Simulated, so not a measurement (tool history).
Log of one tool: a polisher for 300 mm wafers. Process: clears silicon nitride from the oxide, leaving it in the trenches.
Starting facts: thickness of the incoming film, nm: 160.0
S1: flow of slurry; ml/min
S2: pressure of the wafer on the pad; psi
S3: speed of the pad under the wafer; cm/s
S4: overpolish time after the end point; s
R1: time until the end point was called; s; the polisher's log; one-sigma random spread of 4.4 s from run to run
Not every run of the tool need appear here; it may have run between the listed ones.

| run | hour | S1 | S2 | S3 | S4 | R1 |
|---|---|---|---|---|---|---|
| 1 | 0.0 | 310 | 3.3 | 94 | 19 | 210.71 |
| 2 | 1.2 | 310 | 3.1 | 94 | 19 | 226.06 |
| 3 | 7.1 | 310 | 3.0 | 94 | 19 | 227.37 |
| 4 | 9.9 | 260 | 3.0 | 94 | 19 | 228.30 |
| 5 | 12.4 | 185 | 3.0 | 94 | 19 | 233.93 |
| 6 | 13.7 | 185 | 3.0 | 94 | 20 | 239.02 |

Run 7 is up next; what results do you expect?
| 7 | 18.7 | 185 | 2.9 | 94 | 20 | ? |

R1: 246.51 s

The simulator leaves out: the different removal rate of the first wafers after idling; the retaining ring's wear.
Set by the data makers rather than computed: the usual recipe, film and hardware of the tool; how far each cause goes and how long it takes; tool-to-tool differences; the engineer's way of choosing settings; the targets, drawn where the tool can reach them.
